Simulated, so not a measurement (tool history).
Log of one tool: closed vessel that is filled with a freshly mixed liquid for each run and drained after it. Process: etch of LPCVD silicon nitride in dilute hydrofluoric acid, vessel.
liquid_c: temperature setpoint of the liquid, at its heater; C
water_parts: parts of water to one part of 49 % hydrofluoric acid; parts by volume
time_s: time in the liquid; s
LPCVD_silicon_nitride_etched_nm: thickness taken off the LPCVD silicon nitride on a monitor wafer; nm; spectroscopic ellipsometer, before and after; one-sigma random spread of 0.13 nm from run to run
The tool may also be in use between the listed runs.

run,hour,liquid_c,water_parts,time_s,LPCVD_silicon_nitride_etched_nm
1,0,25,45,2020,24.686
2,3.1,27.5,45,2020,29.319
3,6.7,29,45,2020,32.115
4,14.2,29,45,2170,34.743
5,20.5,27.5,45,2170,31.444
6,23.8,28.5,45,2170,33.588
7,31.8,29.5,45,2170,35.87

Estimate the outcome of run 8 from the log above:
8,35.6,30,45,2170,?

LPCVD_silicon_nitride_etched_nm: 36.972 nm
